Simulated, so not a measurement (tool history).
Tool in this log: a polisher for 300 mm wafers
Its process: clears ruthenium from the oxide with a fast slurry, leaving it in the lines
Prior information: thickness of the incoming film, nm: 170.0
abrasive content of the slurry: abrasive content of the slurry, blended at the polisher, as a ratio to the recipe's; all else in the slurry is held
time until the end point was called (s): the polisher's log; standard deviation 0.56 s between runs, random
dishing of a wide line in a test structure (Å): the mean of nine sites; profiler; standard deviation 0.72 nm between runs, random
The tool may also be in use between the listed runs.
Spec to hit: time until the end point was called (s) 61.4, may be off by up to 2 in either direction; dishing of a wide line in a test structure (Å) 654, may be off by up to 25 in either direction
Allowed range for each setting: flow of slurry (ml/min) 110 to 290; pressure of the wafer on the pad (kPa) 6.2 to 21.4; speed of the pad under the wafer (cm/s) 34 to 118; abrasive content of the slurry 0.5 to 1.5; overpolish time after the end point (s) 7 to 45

run	day	flow of slurry (ml/min)	pressure of the wafer on the pad (kPa)	speed of the pad under the wafer (cm/s)	abrasive content of the slurry	overpolish time after the end point (s)	time until the end point was called (s)	dishing of a wide line in a test structure (Å)
1	0	185	13.8	76	1	23	99.795	340.01
2	0.317	185	14.5	76	1	24	95.897	357.6
3	0.538	185	14.5	66	1	24	111.02	322.33
4	0.633	185	17.2	66	1	24	94.947	372.45
5	0.975	185	19.3	66	1	24	85.955	395.58
6	1.008	185	19.3	76	1	24	75.671	452.69
7	1.254	185	19.3	78	1	25	72.613	480.89
8	1.425	185	19.3	78	1	26	73.364	499.42
9	1.583	195	20.7	80	1	28	66.83	567.64
# day 1.833: slurry blender recalibrated
10	1.833	195	20.7	80	1	28	57.078	658.49

Pick the move, out of 5, that brings all results within their allowed miss; only one does.
A	2.083	150	18.6	74	1.25	30	?	?
B	2.083	145	20.7	78	1.1	32	?	?
C	2.083	155	20.7	78	1.15	27	?	?
D	2.083	195	21.4	76	1	32	?	?
E	2.083	190	17.2	102	1.05	26	?	?

move	time until the end point was called (s)	dishing of a wide line in a test structure (Å)
A	61.913	657.72
B	57.263	739.79
C	55.579	659.13
D	58.422	727.81
E	51.837	676.92
A: all results in spec
B: misses by more than the last run did
C: misses by more than the last run did
D: misses by more than the last run did
E: misses by more than the last run did
Move A is the one to make.
